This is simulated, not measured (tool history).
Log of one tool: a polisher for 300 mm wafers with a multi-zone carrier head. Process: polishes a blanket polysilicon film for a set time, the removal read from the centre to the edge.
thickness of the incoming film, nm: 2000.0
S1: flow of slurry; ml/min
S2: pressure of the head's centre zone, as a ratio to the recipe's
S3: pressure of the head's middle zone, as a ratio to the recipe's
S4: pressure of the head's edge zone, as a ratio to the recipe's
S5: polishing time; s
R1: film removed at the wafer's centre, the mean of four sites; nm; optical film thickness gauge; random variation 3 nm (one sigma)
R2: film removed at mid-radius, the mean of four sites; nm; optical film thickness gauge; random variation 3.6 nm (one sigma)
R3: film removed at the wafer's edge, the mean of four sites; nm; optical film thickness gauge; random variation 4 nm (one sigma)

| run | hour | S1 | S2 | S3 | S4 | S5 | R1 | R2 | R3 |
|---|---|---|---|---|---|---|---|---|---|
| 1 | 0.0 | 195 | 1.00 | 1.00 | 1.00 | 53 | 360.63 | 357.80 | 362.12 |
| 2 | 6.3 | 195 | 1.00 | 1.00 | 1.00 | 48 | 334.27 | 328.08 | 328.66 |
| 3 | 9.7 | 190 | 0.97 | 0.97 | 0.99 | 46 | 304.32 | 303.39 | 321.69 |
| 4 | 15.6 | 185 | 0.97 | 0.96 | 0.98 | 44 | 299.17 | 280.76 | 297.03 |
| 5 | 19.1 | 185 | 1.01 | 0.96 | 0.98 | 44 | 298.56 | 288.35 | 297.98 |
| 6 | 22.4 | 175 | 0.98 | 0.96 | 0.98 | 43 | 293.54 | 276.09 | 289.05 |
| 7 | 28.6 | 175 | 0.95 | 0.96 | 0.98 | 42 | 285.77 | 274.87 | 285.77 |

Forecast run 8:
| 8 | 36.5 | 180 | 0.93 | 0.95 | 0.99 | 41 | ? | ? | ? |

Run 8 gave R1 278.03 nm, R2 264.05 nm, R3 282.67 nm.
